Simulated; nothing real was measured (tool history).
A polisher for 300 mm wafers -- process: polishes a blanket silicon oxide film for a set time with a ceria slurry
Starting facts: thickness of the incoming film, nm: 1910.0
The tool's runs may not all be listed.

run  hour  flow of slurry (ml/min)  pressure of the wafer on the pad (kPa)  speed of the pad under the wafer (m/s)  polishing time (s)  film removed (Å)
  1   0.0                      315                                    24.1                                    0.92                  99            3629.9
  2   1.1                      355                                    24.1                                    0.92                  99            3696.4
  3   6.2                      350                                    22.8                                    0.88                  99            3307.9
  4  11.5                      350                                    21.4                                    0.84                  99            2982.7
  5  12.9                      350                                    27.6                                    0.84                  99            3751.3
  6  16.6                      350                                    27.6                                    0.84                  99            3809.3
  7  24.0                      350                                    26.2                                    0.80                  99            3441.4
  8  25.2                      350                                    24.8                                    0.78                  99            3226.8
  9  28.8                      350                                    23.4                                    0.74                  99            2879.9
 10  30.9                      350                                    22.1                                    0.72                  99            2633.1
 11  33.9                      350                                    20.7                                    0.70                  99            2424.3
 12  37.2                      350                                    20.0                                    0.68                  99            2314.0
 13  43.2                      350                                    19.3                                    0.66                  99            2144.1

Estimate the outcome of run 14 from the log above:
 14  47.0                      345                                    12.4                                    0.58                  99                 ?

film removed (Å): 1270.3
